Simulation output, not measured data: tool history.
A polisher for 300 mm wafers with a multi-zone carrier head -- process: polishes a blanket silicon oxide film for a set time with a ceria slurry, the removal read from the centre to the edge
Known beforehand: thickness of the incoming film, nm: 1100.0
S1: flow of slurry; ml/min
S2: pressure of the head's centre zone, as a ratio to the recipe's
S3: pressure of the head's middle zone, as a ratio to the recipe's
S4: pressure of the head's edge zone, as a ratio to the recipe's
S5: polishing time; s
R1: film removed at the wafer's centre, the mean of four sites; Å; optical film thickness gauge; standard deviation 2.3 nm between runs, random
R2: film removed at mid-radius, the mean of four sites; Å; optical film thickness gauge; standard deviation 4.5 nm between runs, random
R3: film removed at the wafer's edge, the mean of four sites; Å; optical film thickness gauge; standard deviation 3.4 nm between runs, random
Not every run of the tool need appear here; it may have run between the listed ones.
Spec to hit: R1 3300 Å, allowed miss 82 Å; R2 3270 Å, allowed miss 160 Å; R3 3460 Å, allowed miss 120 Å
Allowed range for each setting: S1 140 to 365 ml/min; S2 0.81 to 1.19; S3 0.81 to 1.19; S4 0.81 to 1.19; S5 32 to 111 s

{"run": 1, "hour": 0.0, "S1": 235, "S2": 1, "S3": 1, "S4": 1, "S5": 71, "R1": 3216.5, "R2": 2828.4, "R3": 2928.1}
{"run": 2, "hour": 8.5, "S1": 240, "S2": 0.99, "S3": 1.01, "S4": 1.03, "S5": 72, "R1": 3211.4, "R2": 2953.9, "R3": 2949.6}
{"run": 3, "hour": 11.7, "S1": 240, "S2": 0.99, "S3": 1.01, "S4": 1.09, "S5": 72, "R1": 3206.4, "R2": 2996.4, "R3": 3120.8}
{"run": 4, "hour": 15.6, "S1": 240, "S2": 0.99, "S3": 1.01, "S4": 1.09, "S5": 56, "R1": 2503.4, "R2": 2361.8, "R3": 2409.4}
{"run": 5, "hour": 22.4, "S1": 240, "S2": 0.99, "S3": 1.01, "S4": 1.09, "S5": 72, "R1": 3180.2, "R2": 3000.7, "R3": 3141}
{"run": 6, "hour": 27.9, "S1": 240, "S2": 0.99, "S3": 0.95, "S4": 1.09, "S5": 72, "R1": 3238.2, "R2": 2894, "R3": 3111.4}
{"run": 7, "hour": 34.2, "S1": 245, "S2": 0.99, "S3": 0.96, "S4": 1.11, "S5": 72, "R1": 3257.9, "R2": 2931.1, "R3": 3134.3}
{"run": 8, "hour": 35.0, "S1": 245, "S2": 0.99, "S3": 0.97, "S4": 1.12, "S5": 73, "R1": 3226.9, "R2": 2961.9, "R3": 3211.2}
{"run": 9, "hour": 35.7, "S1": 250, "S2": 0.99, "S3": 0.98, "S4": 1.13, "S5": 73, "R1": 3251.5, "R2": 3018.6, "R3": 3181.4}

Next run, 5 choices. One meets every target within its allowed miss, the rest don't. Which?
{"run": "A", "hour": 36.4, "S1": 275, "S2": 0.93, "S3": 1.01, "S4": 1.15, "S5": 77, "R1": "?", "R2": "?", "R3": "?"}
{"run": "B", "hour": 36.4, "S1": 350, "S2": 1.07, "S3": 1.08, "S4": 1.08, "S5": 65, "R1": "?", "R2": "?", "R3": "?"}
{"run": "C", "hour": 36.4, "S1": 365, "S2": 1.01, "S3": 1.12, "S4": 1.13, "S5": 70, "R1": "?", "R2": "?", "R3": "?"}
{"run": "D", "hour": 36.4, "S1": 290, "S2": 0.92, "S3": 1.06, "S4": 1.08, "S5": 73, "R1": "?", "R2": "?", "R3": "?"}
{"run": "E", "hour": 36.4, "S1": 285, "S2": 1, "S3": 1.19, "S4": 1.11, "S5": 72, "R1": "?", "R2": "?", "R3": "?"}

move=A R1=3318.3 R2=3229.2 R3=3471
move=B R1=3260.3 R2=2942.5 R3=2878.9
move=C R1=3341.5 R2=3280.3 R3=3178.4
move=D R1=3132.4 R2=3205.2 R3=3196.4
move=E R1=3332.5 R2=3484.6 R3=3187.3
A: every result within its allowed miss
B: misses by more than the last run did
C: no better and no worse than the last run
D: nearer than the last run, and not there yet
E: no better and no worse than the last run
Answer: A
